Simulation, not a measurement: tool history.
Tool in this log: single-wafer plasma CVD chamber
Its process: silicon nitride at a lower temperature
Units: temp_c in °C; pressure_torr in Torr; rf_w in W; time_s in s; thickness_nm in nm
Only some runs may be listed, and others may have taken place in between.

run 1 day=0 | temp_c=355 pressure_torr=1.46 rf_w=395 time_s=15.4 | thickness_nm=21.782
run 2 day=0.325 | temp_c=355 pressure_torr=1.62 rf_w=395 time_s=15.4 | thickness_nm=22.298
run 3 day=0.588 | temp_c=355 pressure_torr=1.68 rf_w=400 time_s=15.4 | thickness_nm=22.66
run 4 day=0.654 | temp_c=355 pressure_torr=1.73 rf_w=405 time_s=15.4 | thickness_nm=23.01
run 5 day=0.867 | temp_c=361 pressure_torr=1.73 rf_w=405 time_s=15.4 | thickness_nm=22.86
run 6 day=1 | temp_c=361 pressure_torr=1.78 rf_w=405 time_s=15.4 | thickness_nm=23.156
run 7 day=1.029 | temp_c=361 pressure_torr=1.82 rf_w=405 time_s=15.4 | thickness_nm=23.217

Run 8, settings as shown, results not yet in. Your forecast:
run 8 day=1.312 | temp_c=361 pressure_torr=1.85 rf_w=405 time_s=15.4 | thickness_nm=?

Run 8 came out at thickness_nm 23.26 nm.
